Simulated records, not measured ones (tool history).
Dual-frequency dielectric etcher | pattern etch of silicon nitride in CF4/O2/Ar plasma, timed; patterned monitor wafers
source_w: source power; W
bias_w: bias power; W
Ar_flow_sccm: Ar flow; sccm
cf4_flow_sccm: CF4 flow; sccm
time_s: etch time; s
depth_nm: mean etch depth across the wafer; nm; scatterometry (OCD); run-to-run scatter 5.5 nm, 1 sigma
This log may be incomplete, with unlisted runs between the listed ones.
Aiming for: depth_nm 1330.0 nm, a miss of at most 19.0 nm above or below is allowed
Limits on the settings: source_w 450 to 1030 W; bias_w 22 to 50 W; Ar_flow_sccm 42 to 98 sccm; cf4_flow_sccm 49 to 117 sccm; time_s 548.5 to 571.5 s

run 1 hour=0.0 | source_w=740 bias_w=36 Ar_flow_sccm=70 cf4_flow_sccm=83 time_s=548.5 | depth_nm=1178.8
run 2 hour=9.0 | source_w=740 bias_w=36 Ar_flow_sccm=70 cf4_flow_sccm=98 time_s=548.5 | depth_nm=1210.6
run 3 hour=13.6 | source_w=740 bias_w=36 Ar_flow_sccm=75 cf4_flow_sccm=98 time_s=548.5 | depth_nm=1206.9
run 4 hour=17.3 | source_w=760 bias_w=36 Ar_flow_sccm=75 cf4_flow_sccm=98 time_s=548.5 | depth_nm=1217.4
run 5 hour=18.7 | source_w=830 bias_w=36 Ar_flow_sccm=75 cf4_flow_sccm=98 time_s=548.5 | depth_nm=1294.5
run 6 hour=27.1 | source_w=830 bias_w=36 Ar_flow_sccm=80 cf4_flow_sccm=98 time_s=548.5 | depth_nm=1283.1
run 7 hour=27.9 | source_w=840 bias_w=36 Ar_flow_sccm=80 cf4_flow_sccm=98 time_s=548.5 | depth_nm=1292.7
run 8 hour=28.9 | source_w=850 bias_w=36 Ar_flow_sccm=80 cf4_flow_sccm=98 time_s=548.5 | depth_nm=1305.0
run 9 hour=32.6 | source_w=850 bias_w=36 Ar_flow_sccm=80 cf4_flow_sccm=98 time_s=548.5 | depth_nm=1296.7

Pick the move, out of 5, that brings all results within their allowed miss; only one does.
run A hour=36.3 | source_w=740 bias_w=36 Ar_flow_sccm=64 cf4_flow_sccm=96 time_s=562.0 | depth_nm=?
run B hour=36.3 | source_w=950 bias_w=31 Ar_flow_sccm=87 cf4_flow_sccm=99 time_s=559.0 | depth_nm=?
run C hour=36.3 | source_w=910 bias_w=36 Ar_flow_sccm=90 cf4_flow_sccm=96 time_s=560.5 | depth_nm=?
run D hour=36.3 | source_w=840 bias_w=37 Ar_flow_sccm=78 cf4_flow_sccm=97 time_s=556.5 | depth_nm=?
run E hour=36.3 | source_w=770 bias_w=34 Ar_flow_sccm=80 cf4_flow_sccm=92 time_s=565.0 | depth_nm=?

move=A depth_nm=1244.3
move=B depth_nm=1366.0
move=C depth_nm=1367.9
move=D depth_nm=1319.2
move=E depth_nm=1233.1
A: lands further from the targets than the last run did
B: takes the biggest miss from the last run beyond its target
C: takes the biggest miss from the last run beyond its target
D: in spec on every target
E: lands further from the targets than the last run did
So the answer is move D, the one that meets all the targets.

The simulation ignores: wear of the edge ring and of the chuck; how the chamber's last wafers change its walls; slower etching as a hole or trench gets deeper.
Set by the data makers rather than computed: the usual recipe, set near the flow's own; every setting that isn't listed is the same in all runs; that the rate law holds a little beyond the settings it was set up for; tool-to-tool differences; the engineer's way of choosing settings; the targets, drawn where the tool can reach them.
